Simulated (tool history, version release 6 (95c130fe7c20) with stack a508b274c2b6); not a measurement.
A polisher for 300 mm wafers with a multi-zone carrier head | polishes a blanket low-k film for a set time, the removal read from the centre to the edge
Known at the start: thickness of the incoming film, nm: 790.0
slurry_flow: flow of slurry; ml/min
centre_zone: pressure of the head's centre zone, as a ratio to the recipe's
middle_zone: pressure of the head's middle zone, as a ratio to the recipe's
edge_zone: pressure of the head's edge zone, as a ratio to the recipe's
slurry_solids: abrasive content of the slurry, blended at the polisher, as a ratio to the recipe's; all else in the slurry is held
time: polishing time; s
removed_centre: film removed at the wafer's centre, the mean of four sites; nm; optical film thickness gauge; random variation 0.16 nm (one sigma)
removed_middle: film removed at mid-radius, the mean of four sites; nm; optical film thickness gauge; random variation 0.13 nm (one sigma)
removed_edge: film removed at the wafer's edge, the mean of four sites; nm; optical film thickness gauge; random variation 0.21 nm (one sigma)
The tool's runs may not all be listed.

run	hour	slurry_flow	centre_zone	middle_zone	edge_zone	slurry_solids	time	removed_centre	removed_middle	removed_edge
1	0.0	150	1.00	1.00	1.00	1.00	75	23.446	23.423	22.950
2	8.4	145	1.02	0.98	0.95	0.85	75	21.267	20.635	20.915
3	13.1	150	1.07	1.00	0.91	0.75	74	20.529	19.207	18.219
4	20.1	150	1.07	1.08	0.91	0.75	74	20.516	19.589	18.454
5	23.1	140	1.09	1.06	0.89	0.75	74	20.683	19.336	18.014
6	25.4	135	1.10	1.03	0.88	0.75	74	20.623	18.928	17.511
7	29.3	125	1.11	1.00	0.88	0.75	74	20.293	18.162	17.359
8	35.2	120	1.12	0.99	0.87	0.75	74	20.271	17.626	17.513
9	39.2	120	1.12	1.00	0.85	0.75	74	20.526	18.132	16.709

The next listed run, before its measurement:
10	47.8	115	1.12	0.99	0.85	0.75	74	?	?	?

removed_centre: 20.005 nm
removed_middle: 17.957 nm
removed_edge: 16.787 nm
